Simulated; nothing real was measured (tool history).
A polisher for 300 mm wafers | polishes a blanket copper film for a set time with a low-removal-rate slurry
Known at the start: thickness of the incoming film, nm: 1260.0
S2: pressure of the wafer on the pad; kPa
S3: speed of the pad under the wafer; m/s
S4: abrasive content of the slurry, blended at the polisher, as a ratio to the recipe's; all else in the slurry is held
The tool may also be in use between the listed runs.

{"run": 1, "hour": 0.0, "flow of slurry (ml/min)": 145, "S2": 16.5, "S3": 1.4, "S4": 1.0, "polishing time (s)": 33, "film removed (nm)": 140.59}
{"run": 2, "hour": 6.6, "flow of slurry (ml/min)": 145, "S2": 15.9, "S3": 1.4, "S4": 1.0, "polishing time (s)": 33, "film removed (nm)": 130.27}
{"run": 3, "hour": 14.6, "flow of slurry (ml/min)": 145, "S2": 15.9, "S3": 1.4, "S4": 0.9, "polishing time (s)": 33, "film removed (nm)": 129.01}
{"run": 4, "hour": 15.3, "flow of slurry (ml/min)": 145, "S2": 15.9, "S3": 1.4, "S4": 0.9, "polishing time (s)": 30, "film removed (nm)": 115.87}
{"run": 5, "hour": 20.3, "flow of slurry (ml/min)": 145, "S2": 15.9, "S3": 1.4, "S4": 0.9, "polishing time (s)": 33, "film removed (nm)": 128.36}
{"run": 6, "hour": 23.9, "flow of slurry (ml/min)": 145, "S2": 15.9, "S3": 1.7, "S4": 0.9, "polishing time (s)": 33, "film removed (nm)": 152.65}
{"run": 7, "hour": 32.5, "flow of slurry (ml/min)": 145, "S2": 15.9, "S3": 1.7, "S4": 0.9, "polishing time (s)": 33, "film removed (nm)": 155.91}

The next listed run, before its measurement:
{"run": 8, "hour": 33.3, "flow of slurry (ml/min)": 145, "S2": 15.2, "S3": 1.7, "S4": 0.9, "polishing time (s)": 33, "film removed (nm)": "?"}

Run 8 gave film removed (nm) 146.43.

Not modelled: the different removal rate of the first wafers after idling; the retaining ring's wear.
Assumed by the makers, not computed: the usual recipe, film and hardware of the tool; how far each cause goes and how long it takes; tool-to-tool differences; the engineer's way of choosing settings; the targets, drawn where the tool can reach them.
